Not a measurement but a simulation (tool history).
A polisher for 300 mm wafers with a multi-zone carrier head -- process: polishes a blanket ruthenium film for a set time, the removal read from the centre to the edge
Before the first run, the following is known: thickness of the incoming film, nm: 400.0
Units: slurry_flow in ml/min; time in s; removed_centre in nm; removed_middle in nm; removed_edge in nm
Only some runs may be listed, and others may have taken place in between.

run    day  slurry_flow  centre_zone  middle_zone  edge_zone  time  removed_centre  removed_middle  removed_edge
  1      0          315            1            1          1    56          92.483          94.426        94.637
  2  0.225          315         0.93            1          1    56           85.96          93.902        92.788
  3  0.371          315         0.84            1          1    56          77.023          94.419         93.53
  4  0.683          315         0.84            1          1    62          84.827          104.09        101.36
  5  0.729          320         0.87         0.99          1    62          88.251          102.71        103.03
  6  1.033          325          0.9         0.98          1    62          92.443          101.11        103.29
  7  1.246          325          0.9         0.98          1    62          91.845          102.02        105.39
  8  1.271          375            1          0.9       1.01    63          105.12           100.1        106.24
  9  1.629          395          1.1         0.83       1.06    64          116.82          93.026        112.62

Run 10 comes next. What will it give?
 10  1.85          395          1.1         0.83       1.05    64               ?               ?             ?

Run 10 yielded removed_centre 118.22 nm, removed_middle 94.439 nm, removed_edge 109.62 nm.

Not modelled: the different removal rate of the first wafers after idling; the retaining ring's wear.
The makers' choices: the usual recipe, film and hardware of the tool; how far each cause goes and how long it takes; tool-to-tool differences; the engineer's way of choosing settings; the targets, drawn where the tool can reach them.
